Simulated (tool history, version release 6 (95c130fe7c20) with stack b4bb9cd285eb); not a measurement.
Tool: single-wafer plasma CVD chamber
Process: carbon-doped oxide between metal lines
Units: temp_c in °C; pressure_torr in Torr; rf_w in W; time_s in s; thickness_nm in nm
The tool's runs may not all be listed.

run,day,temp_c,pressure_torr,rf_w,time_s,thickness_nm
1,0.000,375,6.67,655,28.3,172.00
2,0.029,375,6.67,600,28.3,159.30
3,0.388,376,6.56,585,28.3,155.70
4,0.571,376,6.56,585,28.3,156.28
5,0.792,368,6.56,585,28.3,158.05
6,1.121,368,6.44,570,28.3,155.20
7,1.383,369,6.32,555,28.3,151.14
8,1.754,369,6.12,545,28.3,148.32
9,2.108,369,5.92,540,28.3,145.93
10,2.346,369,5.78,540,28.3,146.03
11,2.388,369,5.63,535,28.3,145.11

Predict the results of run 12:
12,2.421,369,5.51,530,28.3,?

thickness_nm: 143.68 nm
